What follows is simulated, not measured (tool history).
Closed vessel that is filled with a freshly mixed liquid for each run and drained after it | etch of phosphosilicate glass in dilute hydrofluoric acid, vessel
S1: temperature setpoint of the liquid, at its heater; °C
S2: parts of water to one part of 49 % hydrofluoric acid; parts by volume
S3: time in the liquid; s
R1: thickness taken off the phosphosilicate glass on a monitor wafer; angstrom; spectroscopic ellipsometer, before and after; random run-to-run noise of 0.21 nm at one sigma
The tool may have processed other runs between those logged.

| run | hour | S1 | S2 | S3 | R1 |
|---|---|---|---|---|---|
| 1 | 0.0 | 23.0 | 275 | 35 | 78.716 |
| 2 | 6.2 | 23.0 | 275 | 30 | 69.024 |
| 3 | 8.3 | 24.0 | 250 | 30 | 79.309 |
| 4 | 10.8 | 24.0 | 300 | 30 | 63.202 |
| 5 | 11.9 | 24.5 | 270 | 30 | 74.565 |
| 6 | 15.1 | 24.5 | 270 | 30 | 75.138 |

Expected results for the next run?
| 7 | 16.0 | 25.0 | 245 | 30 | ? |

Run 7 measured R1 85.537 angstrom.
